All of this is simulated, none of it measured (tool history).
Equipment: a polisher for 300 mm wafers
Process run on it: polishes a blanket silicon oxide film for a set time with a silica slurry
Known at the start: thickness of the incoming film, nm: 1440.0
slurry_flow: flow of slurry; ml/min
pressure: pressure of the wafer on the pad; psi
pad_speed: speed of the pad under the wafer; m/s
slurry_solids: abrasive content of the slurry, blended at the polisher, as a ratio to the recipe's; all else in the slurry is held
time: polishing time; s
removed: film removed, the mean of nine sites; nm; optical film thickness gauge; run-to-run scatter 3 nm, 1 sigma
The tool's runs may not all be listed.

| run | hour | slurry_flow | pressure | pad_speed | slurry_solids | time | removed |
|---|---|---|---|---|---|---|---|
| 1 | 0 | 305 | 4.7 | 1 | 1 | 67 | 198.5 |
| 2 | 7.5 | 305 | 4.7 | 1 | 1 | 70 | 208.23 |
| 3 | 16 | 305 | 5.1 | 1 | 1 | 70 | 225.6 |
| 4 | 23.7 | 255 | 5.1 | 1 | 1 | 70 | 220.22 |
| 5 | 27.2 | 255 | 5.1 | 1 | 1 | 67 | 210.1 |
| 6 | 35.7 | 255 | 5.5 | 1 | 1 | 67 | 230.49 |

Expected results for the next run?
| 7 | 43.8 | 260 | 5.8 | 1 | 1 | 67 | ? |

{"run 7": {"removed": 245.65}}
